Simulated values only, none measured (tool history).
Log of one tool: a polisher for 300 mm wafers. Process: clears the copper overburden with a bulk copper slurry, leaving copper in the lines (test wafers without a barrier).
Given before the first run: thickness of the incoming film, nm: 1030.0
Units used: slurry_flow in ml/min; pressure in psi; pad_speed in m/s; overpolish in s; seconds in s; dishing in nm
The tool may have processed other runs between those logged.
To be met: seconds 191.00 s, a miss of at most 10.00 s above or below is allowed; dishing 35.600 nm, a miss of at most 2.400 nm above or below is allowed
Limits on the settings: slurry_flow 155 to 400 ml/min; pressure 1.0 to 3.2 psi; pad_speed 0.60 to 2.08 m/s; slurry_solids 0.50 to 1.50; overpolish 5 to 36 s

run 1 hour=0.0 | slurry_flow=255 pressure=2.1 pad_speed=1.34 slurry_solids=1.00 overpolish=18 | seconds=138.54 dishing=72.534
run 2 hour=5.4 | slurry_flow=255 pressure=2.0 pad_speed=1.36 slurry_solids=1.00 overpolish=16 | seconds=139.70 dishing=67.266
run 3 hour=9.1 | slurry_flow=255 pressure=2.0 pad_speed=1.36 slurry_solids=0.90 overpolish=16 | seconds=143.95 dishing=66.982
run 4 hour=12.7 | slurry_flow=255 pressure=1.9 pad_speed=1.36 slurry_solids=0.95 overpolish=15 | seconds=149.45 dishing=62.621
run 5 hour=21.4 | slurry_flow=255 pressure=1.8 pad_speed=1.36 slurry_solids=1.00 overpolish=14 | seconds=151.90 dishing=58.015
run 6 hour=29.1 | slurry_flow=230 pressure=1.8 pad_speed=1.36 slurry_solids=1.00 overpolish=14 | seconds=153.70 dishing=57.957
run 7 hour=35.3 | slurry_flow=230 pressure=1.7 pad_speed=1.36 slurry_solids=1.00 overpolish=13 | seconds=162.75 dishing=53.585
run 8 hour=39.5 | slurry_flow=230 pressure=1.2 pad_speed=1.44 slurry_solids=1.00 overpolish=5 | seconds=182.87 dishing=22.641
run 9 hour=42.4 | slurry_flow=230 pressure=1.2 pad_speed=1.42 slurry_solids=1.00 overpolish=6 | seconds=190.80 dishing=26.259

Which of these 4 next moves meets every target?
run A hour=45.3 | slurry_flow=225 pressure=1.2 pad_speed=1.32 slurry_solids=1.05 overpolish=13 | seconds=? dishing=?
run B hour=45.3 | slurry_flow=215 pressure=1.0 pad_speed=1.52 slurry_solids=1.30 overpolish=5 | seconds=? dishing=?
run C hour=45.3 | slurry_flow=235 pressure=1.4 pad_speed=1.30 slurry_solids=0.80 overpolish=9 | seconds=? dishing=?
run D hour=45.3 | slurry_flow=220 pressure=1.3 pad_speed=1.42 slurry_solids=0.75 overpolish=12 | seconds=? dishing=?

move=A seconds=198.15 dishing=43.614
move=B seconds=182.74 dishing=21.335
move=C seconds=193.58 dishing=33.707
move=D seconds=189.16 dishing=42.732
A: takes the result that was furthest off past its target
B: further off than the last run
C: meets every target
D: takes the result that was furthest off past its target
The right move is C.
